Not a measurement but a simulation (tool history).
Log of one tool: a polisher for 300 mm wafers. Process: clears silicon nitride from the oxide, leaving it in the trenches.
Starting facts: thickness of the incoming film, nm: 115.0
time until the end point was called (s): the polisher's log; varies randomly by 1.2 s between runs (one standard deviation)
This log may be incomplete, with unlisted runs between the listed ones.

run    day  flow of slurry (ml/min)  pressure of the wafer on the pad (kPa)  speed of the pad under the wafer (cm/s)  overpolish time after the end point (s)  time until the end point was called (s)
  1  0.000                      320                                    22.8                                      110                                       47                                  110.030
  2  0.100                      265                                    22.8                                      110                                       47                                  111.940
  3  0.462                      265                                    25.5                                      112                                       47                                   98.522
  4  0.638                      265                                    27.6                                      114                                       47                                   93.575
  5  0.988                      265                                    27.6                                      114                                       47                                   91.564
  6  1.254                      230                                    27.6                                      114                                       47                                   94.761

Run 7, settings as shown, results not yet in. Your forecast:
  7  1.312                      235                                    29.6                                      116                                       47                                        ?

{"run 7": {"time until the end point was called (s)": 86.195}}

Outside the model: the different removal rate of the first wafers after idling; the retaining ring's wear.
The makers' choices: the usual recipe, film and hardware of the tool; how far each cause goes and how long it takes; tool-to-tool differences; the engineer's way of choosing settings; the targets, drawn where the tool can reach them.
